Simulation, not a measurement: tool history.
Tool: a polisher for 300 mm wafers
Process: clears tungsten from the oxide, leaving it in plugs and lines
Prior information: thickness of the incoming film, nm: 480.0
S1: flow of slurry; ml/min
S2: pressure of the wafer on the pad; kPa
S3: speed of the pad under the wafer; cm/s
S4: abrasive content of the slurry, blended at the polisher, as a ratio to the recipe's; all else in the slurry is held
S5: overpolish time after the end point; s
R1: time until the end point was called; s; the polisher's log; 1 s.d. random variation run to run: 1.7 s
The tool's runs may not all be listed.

{"run": 1, "hour": 0.0, "S1": 260, "S2": 18.6, "S3": 108, "S4": 1, "S5": 11, "R1": 174.22}
{"run": 2, "hour": 5.3, "S1": 260, "S2": 19.3, "S3": 108, "S4": 1, "S5": 11, "R1": 178.15}
{"run": 3, "hour": 12.3, "S1": 260, "S2": 19.3, "S3": 108, "S4": 1, "S5": 11, "R1": 175.92}
{"run": 4, "hour": 20.4, "S1": 260, "S2": 20.7, "S3": 108, "S4": 1, "S5": 11, "R1": 161.22}
{"run": 5, "hour": 25.2, "S1": 260, "S2": 20.7, "S3": 108, "S4": 1, "S5": 8, "R1": 164.14}
{"run": 6, "hour": 31.6, "S1": 225, "S2": 20.7, "S3": 108, "S4": 1, "S5": 8, "R1": 161.01}

Run 7 is up next; what results do you expect?
{"run": 7, "hour": 36.6, "S1": 225, "S2": 21.4, "S3": 108, "S4": 1, "S5": 8, "R1": "?"}

{"run 7": {"R1": 156.12}}
